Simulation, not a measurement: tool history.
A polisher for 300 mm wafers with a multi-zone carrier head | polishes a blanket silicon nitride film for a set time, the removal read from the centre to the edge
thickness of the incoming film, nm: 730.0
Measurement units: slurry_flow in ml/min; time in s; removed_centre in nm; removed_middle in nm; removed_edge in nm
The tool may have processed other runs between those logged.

run  hour  slurry_flow  centre_zone  middle_zone  edge_zone  time  removed_centre  removed_middle  removed_edge
  1     0          285            1            1          1    46          124.44          123.96        121.61
  2   7.3          290         1.04         1.02       0.95    40           109.9          108.53        101.88
  3   9.3          290         1.04         1.02       0.95    45          121.81          122.22        116.16
  4  15.4          315         1.09         1.03       0.91    40          118.32          111.14        99.715
  5  21.7          315         1.09         0.98       0.91    40          117.43          106.23        98.698
  6  30.1          315         1.02         0.98       0.91    40          110.14          106.93        99.769
  7  38.9          340         1.04         0.98       0.88    36          104.24          96.695        89.416

Run 8 has not been measured yet. What should we expect?
  8  44.4          340         1.06         0.99       0.86    34               ?               ?             ?

Logged for run 8: removed_centre 96.146 nm, removed_middle 92.727 nm, removed_edge 83.524 nm.
